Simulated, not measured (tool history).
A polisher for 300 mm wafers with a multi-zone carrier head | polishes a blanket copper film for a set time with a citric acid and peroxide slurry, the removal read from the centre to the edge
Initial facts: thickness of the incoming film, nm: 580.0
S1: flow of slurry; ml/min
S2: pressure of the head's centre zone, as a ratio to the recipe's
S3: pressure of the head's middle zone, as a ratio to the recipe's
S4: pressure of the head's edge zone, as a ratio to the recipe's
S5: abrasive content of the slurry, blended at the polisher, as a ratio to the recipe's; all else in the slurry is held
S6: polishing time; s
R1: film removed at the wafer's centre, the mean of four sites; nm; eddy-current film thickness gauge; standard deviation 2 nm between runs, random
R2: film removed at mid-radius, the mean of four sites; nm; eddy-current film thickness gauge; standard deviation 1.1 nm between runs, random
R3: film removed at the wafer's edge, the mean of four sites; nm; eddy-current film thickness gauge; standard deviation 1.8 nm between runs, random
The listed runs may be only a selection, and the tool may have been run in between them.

run  hour   S1    S2    S3    S4    S5  S6      R1      R2      R3
  1     0  175     1     1     1     1  65  123.97  128.05  120.29
  2   8.4  185  1.02  1.04  1.02  1.05  65  128.69  133.06  123.15
  3    16  195  1.03  1.07  1.02   1.1  65  128.72  138.21  120.85
  4  22.3  195  1.03  1.02  1.02   1.1  65  125.53  132.78   122.1
     30.2  -- worn pad replaced by a new one
  5  30.2  195  1.08  1.02  1.02   1.1  65  145.03  139.73  132.55
  6  37.7  195  1.08  1.02  0.95   1.1  65  146.26  141.58  128.73

Run 7, settings as shown, results not yet in. Your forecast:
  7    40  200  1.09  1.04  0.96  1.2  65   ?   ?   ?

R1: 146.11 nm
R2: 145.81 nm
R3: 130.33 nm
